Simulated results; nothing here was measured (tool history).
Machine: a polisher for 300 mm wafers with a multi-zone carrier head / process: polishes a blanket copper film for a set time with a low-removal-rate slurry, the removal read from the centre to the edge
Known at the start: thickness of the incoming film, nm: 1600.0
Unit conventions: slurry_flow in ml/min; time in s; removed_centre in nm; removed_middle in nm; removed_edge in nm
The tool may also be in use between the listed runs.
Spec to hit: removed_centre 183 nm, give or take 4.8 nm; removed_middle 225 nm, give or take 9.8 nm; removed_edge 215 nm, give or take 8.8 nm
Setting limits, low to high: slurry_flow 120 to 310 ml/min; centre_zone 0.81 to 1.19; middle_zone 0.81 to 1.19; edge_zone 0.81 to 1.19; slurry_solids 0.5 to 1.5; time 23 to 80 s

Run 1, hour 0: slurry_flow 200 ml/min, centre_zone 1, middle_zone 1, edge_zone 1, slurry_solids 1, time 51 s. Result: removed_centre 153.15 nm, removed_middle 149 nm, removed_edge 150.86 nm.
Run 2, hour 1.1: slurry_flow 200 ml/min, centre_zone 1, middle_zone 1, edge_zone 0.94, slurry_solids 1, time 51 s. Result: removed_centre 151.86 nm, removed_middle 150.22 nm, removed_edge 148.24 nm.
Run 3, hour 5.1: slurry_flow 155 ml/min, centre_zone 1, middle_zone 1, edge_zone 0.94, slurry_solids 1, time 51 s. Result: removed_centre 145.15 nm, removed_middle 145.2 nm, removed_edge 144.3 nm.
Run 4, hour 10.5: slurry_flow 160 ml/min, centre_zone 0.96, middle_zone 1.04, edge_zone 0.99, slurry_solids 1.15, time 54 s. Result: removed_centre 153.04 nm, removed_middle 163.33 nm, removed_edge 158.62 nm.
Run 5, hour 17.6: slurry_flow 160 ml/min, centre_zone 0.96, middle_zone 1.04, edge_zone 0.99, slurry_solids 1.15, time 45 s. Result: removed_centre 127.28 nm, removed_middle 134.92 nm, removed_edge 132.09 nm.
Run 6, hour 22.5: slurry_flow 160 ml/min, centre_zone 0.93, middle_zone 1.06, edge_zone 1.03, slurry_solids 1.25, time 51 s. Result: removed_centre 139.02 nm, removed_middle 158.61 nm, removed_edge 157.36 nm.
Run 7, hour 30.3: slurry_flow 185 ml/min, centre_zone 0.94, middle_zone 1.1, edge_zone 1.07, slurry_solids 1.35, time 53 s. Result: removed_centre 154.83 nm, removed_middle 178.96 nm, removed_edge 169.85 nm.
Run 8, hour 31.3: slurry_flow 190 ml/min, centre_zone 0.88, middle_zone 1.12, edge_zone 1.17, slurry_solids 1.5, time 63 s. Result: removed_centre 175.31 nm, removed_middle 219.68 nm, removed_edge 216.85 nm.

Exercise: of the 5 proposed moves below, exactly one satisfies all targets within the stated allowed misses. Which move is it?
Run A, hour 32.3: slurry_flow 210 ml/min, centre_zone 0.93, middle_zone 1.19, edge_zone 1.05, slurry_solids 1.5, time 66 s. Result: removed_centre ?, removed_middle ?, removed_edge ?.
Run B, hour 32.3: slurry_flow 215 ml/min, centre_zone 0.9, middle_zone 1.12, edge_zone 1.16, slurry_solids 1.45, time 64 s. Result: removed_centre ?, removed_middle ?, removed_edge ?.
Run C, hour 32.3: slurry_flow 225 ml/min, centre_zone 0.86, middle_zone 1.12, edge_zone 1.19, slurry_solids 1.5, time 60 s. Result: removed_centre ?, removed_middle ?, removed_edge ?.
Run D, hour 32.3: slurry_flow 240 ml/min, centre_zone 0.92, middle_zone 1.15, edge_zone 1.02, slurry_solids 1.5, time 61 s. Result: removed_centre ?, removed_middle ?, removed_edge ?.
Run E, hour 32.3: slurry_flow 180 ml/min, centre_zone 0.92, middle_zone 1.19, edge_zone 1.07, slurry_solids 1.5, time 67 s. Result: removed_centre ?, removed_middle ?, removed_edge ?.

move  removed_centre  removed_middle  removed_edge
   A          198.21          244.23         211.8
   B          185.33          224.06        214.59
   C          168.06          212.62        205.85
   D          184.51          222.84        195.71
   E          194.29          242.64        213.45
A: takes the result that was furthest off past its target
B: every result within its allowed miss
C: moves away from the targets compared with the last run
D: gets the furthest-off result to its target, but another result is out of tolerance
E: takes the result that was furthest off past its target
Correct choice: B, which meets every target
